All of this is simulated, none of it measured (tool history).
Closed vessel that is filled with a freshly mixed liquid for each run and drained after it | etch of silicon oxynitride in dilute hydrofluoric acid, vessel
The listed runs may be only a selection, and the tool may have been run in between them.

run  hour  temperature setpoint of the liquid (°C)  parts of water to one part of 49 % hydrofluoric acid (parts by volume)  time in the liquid (s)  thickness taken off the silicon oxynitride on a monitor wafer (angstrom)
  1   0.0                                     26.0                                                                     115                     400                                                                    158.14
  2   5.2                                     23.0                                                                     115                     400                                                                    137.89
  3  12.7                                     26.5                                                                     105                     400                                                                    180.25
  4  14.6                                     29.0                                                                     100                     400                                                                    214.69
  5  16.1                                     30.5                                                                      95                     400                                                                    242.27
  6  18.5                                     30.5                                                                      60                     400                                                                    397.08
  7  22.0                                     28.0                                                                      60                     400                                                                    358.84
  8  26.0                                     26.5                                                                      60                     400                                                                    332.75
  9  31.9                                     25.5                                                                      60                     400                                                                    313.30
 10  37.6                                     25.0                                                                      60                     400                                                                    310.80

The next listed run, before its measurement:
 11  41.3                                     24.5                                                                      60                     400                                                                         ?

thickness taken off the silicon oxynitride on a monitor wafer (angstrom): 302.86
